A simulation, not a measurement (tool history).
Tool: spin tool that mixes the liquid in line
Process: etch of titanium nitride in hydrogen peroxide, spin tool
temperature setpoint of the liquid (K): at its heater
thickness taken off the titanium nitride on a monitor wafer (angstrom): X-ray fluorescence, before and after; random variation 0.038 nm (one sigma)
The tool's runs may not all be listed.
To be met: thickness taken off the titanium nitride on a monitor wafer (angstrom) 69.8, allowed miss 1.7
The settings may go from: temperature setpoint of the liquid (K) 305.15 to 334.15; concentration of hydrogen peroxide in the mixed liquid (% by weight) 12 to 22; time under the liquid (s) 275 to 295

| run | hour | temperature setpoint of the liquid (K) | concentration of hydrogen peroxide in the mixed liquid (% by weight) | time under the liquid (s) | thickness taken off the titanium nitride on a monitor wafer (angstrom) |
|---|---|---|---|---|---|
| 1 | 0 | 318.15 | 15 | 275 | 149.94 |
| 2 | 4.3 | 323.15 | 15 | 275 | 217.36 |
| 3 | 12.9 | 317.65 | 15 | 275 | 144.03 |
| 4 | 20 | 316.15 | 15 | 275 | 130.39 |
| 5 | 27.1 | 316.15 | 15 | 275 | 129.14 |
| 6 | 29.4 | 316.15 | 16.5 | 275 | 132.41 |
| 7 | 35.2 | 315.15 | 16.5 | 275 | 122.48 |
| 8 | 38.2 | 314.15 | 16.5 | 275 | 114.15 |
| 9 | 39.2 | 306.15 | 16.5 | 275 | 60.562 |
| 10 | 45 | 307.15 | 16.5 | 275 | 65.664 |

4 next moves are on the table. One of them brings every result within its allowed miss. Which?
| A | 50.8 | 308.15 | 16 | 295 | ? |
| B | 50.8 | 308.65 | 18.5 | 275 | ? |
| C | 50.8 | 308.15 | 20 | 275 | ? |
| D | 50.8 | 307.65 | 19 | 275 | ? |

| move | thickness taken off the titanium nitride on a monitor wafer (angstrom) |
|---|---|
| A | 75.152 |
| B | 75.181 |
| C | 73.478 |
| D | 69.838 |
A: takes the result that was furthest off past its target
B: takes the result that was furthest off past its target
C: takes the result that was furthest off past its target
D: meets every target
Move D is the one to make.
